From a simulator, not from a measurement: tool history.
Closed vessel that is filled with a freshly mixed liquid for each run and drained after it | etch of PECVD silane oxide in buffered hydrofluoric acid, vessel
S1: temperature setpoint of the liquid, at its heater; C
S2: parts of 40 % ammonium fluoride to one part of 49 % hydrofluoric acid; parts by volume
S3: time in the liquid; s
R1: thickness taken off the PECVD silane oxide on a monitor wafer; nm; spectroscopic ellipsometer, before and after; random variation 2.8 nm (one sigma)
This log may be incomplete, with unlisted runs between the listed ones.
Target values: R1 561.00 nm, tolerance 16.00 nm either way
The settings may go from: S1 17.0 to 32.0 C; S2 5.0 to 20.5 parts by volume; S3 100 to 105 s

run	hour	S1	S2	S3	R1
1	0.0	24.0	12.5	100	322.86
2	8.2	24.0	12.5	105	335.84
3	12.0	26.0	12.0	105	391.79
4	16.1	26.0	13.5	105	351.21
# hour 18.0: thermometer replaced
5	18.0	22.5	13.5	105	315.45
6	25.4	22.5	13.5	105	313.46
7	28.9	24.5	12.5	105	377.64
8	29.7	24.5	12.5	105	376.26
9	31.2	26.0	12.0	105	425.04
10	33.6	27.0	12.0	105	446.45
11	36.9	28.0	12.0	105	473.86
12	43.0	28.5	12.0	105	486.51
13	45.4	29.0	12.0	105	498.38
14	54.3	29.5	12.0	105	514.61
15	55.9	30.0	12.0	105	522.80
16	59.5	30.5	12.0	105	542.05

Below are 4 possible settings for the next run. Only one of them brings all results inside the allowed miss of their targets. Which is it?
A	63.1	32.0	12.5	105	?
B	63.1	29.0	12.0	105	?
C	63.1	29.5	11.5	105	?
D	63.1	31.0	12.0	100	?

move	R1
A	564.30
B	501.91
C	537.16
D	530.92
A: all results land within tolerance of their targets
B: its largest miss is bigger than the last run's
C: its largest miss is bigger than the last run's
D: its largest miss is bigger than the last run's
So the answer is move A, the one that meets all the targets.

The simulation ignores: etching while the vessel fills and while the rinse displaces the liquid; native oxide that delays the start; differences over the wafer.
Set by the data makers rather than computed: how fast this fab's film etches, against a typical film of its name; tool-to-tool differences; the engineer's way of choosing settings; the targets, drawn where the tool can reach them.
